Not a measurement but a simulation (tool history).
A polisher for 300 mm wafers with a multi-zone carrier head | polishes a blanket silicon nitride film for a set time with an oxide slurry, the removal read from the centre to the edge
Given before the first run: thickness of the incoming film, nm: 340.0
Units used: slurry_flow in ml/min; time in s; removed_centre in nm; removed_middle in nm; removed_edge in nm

run  hour  slurry_flow  centre_zone  middle_zone  edge_zone  slurry_solids  time  removed_centre  removed_middle  removed_edge
  1   0.0          285         1.00         1.00       1.00           1.00    48          27.296          26.402        27.005
  2   5.1          285         1.00         0.95       1.00           1.00    48          27.278          25.489        27.377
  3   8.7          290         1.02         0.97       1.01           1.05    48          29.110          26.485        28.138
  4  13.6          290         0.98         0.97       1.01           1.05    48          27.705          26.347        27.359
  5  16.5          285         0.99         0.99       1.02           1.10    49          28.081          28.297        29.216
  6  23.9          295         1.02         1.00       1.02           1.15    49          30.491          28.790        29.492
  7  26.0          295         1.02         1.00       1.02           1.15    49          30.484          28.945        29.501

Run 8, settings as shown, results not yet in. Your forecast:
  8  34.9          295         1.03         1.01       1.03           1.20    50               ?               ?             ?

{"run 8": {"removed_centre": 32.09, "removed_middle": 30.77, "removed_edge": 30.585}}

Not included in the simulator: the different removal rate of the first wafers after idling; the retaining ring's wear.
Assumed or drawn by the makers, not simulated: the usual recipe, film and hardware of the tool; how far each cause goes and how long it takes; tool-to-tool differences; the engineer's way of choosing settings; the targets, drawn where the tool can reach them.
